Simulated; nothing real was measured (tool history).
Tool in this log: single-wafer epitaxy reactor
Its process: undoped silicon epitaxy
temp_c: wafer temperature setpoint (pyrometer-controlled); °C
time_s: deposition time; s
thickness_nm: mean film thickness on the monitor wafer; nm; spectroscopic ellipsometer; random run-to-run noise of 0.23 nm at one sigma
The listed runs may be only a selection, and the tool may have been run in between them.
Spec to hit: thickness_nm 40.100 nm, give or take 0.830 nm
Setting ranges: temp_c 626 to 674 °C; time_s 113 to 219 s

run 1 day=0.000 | temp_c=650 time_s=166 | thickness_nm=27.254
run 2 day=0.362 | temp_c=657 time_s=166 | thickness_nm=32.904
run 3 day=0.717 | temp_c=647 time_s=166 | thickness_nm=25.415
run 4 day=1.017 | temp_c=658 time_s=166 | thickness_nm=33.325
run 5 day=1.179 | temp_c=669 time_s=166 | thickness_nm=43.661
run 6 day=1.529 | temp_c=669 time_s=177 | thickness_nm=46.425
run 7 day=1.850 | temp_c=661 time_s=176 | thickness_nm=38.242
run 8 day=2.096 | temp_c=662 time_s=176 | thickness_nm=39.009

Consider the 4 candidate settings below. Which is the only one whose results all fall within their allowed miss of target?
run A day=2.342 | temp_c=666 time_s=165 | thickness_nm=?
run B day=2.342 | temp_c=664 time_s=179 | thickness_nm=?
run C day=2.342 | temp_c=666 time_s=172 | thickness_nm=?
run D day=2.342 | temp_c=666 time_s=174 | thickness_nm=?

move=A thickness_nm=40.022
move=B thickness_nm=41.387
move=C thickness_nm=41.720
move=D thickness_nm=42.205
A: every result lands within tolerance
B: pushes the last run's worst result past its target
C: pushes the last run's worst result past its target
D: pushes the last run's worst result past its target
Go with A: it meets all targets.

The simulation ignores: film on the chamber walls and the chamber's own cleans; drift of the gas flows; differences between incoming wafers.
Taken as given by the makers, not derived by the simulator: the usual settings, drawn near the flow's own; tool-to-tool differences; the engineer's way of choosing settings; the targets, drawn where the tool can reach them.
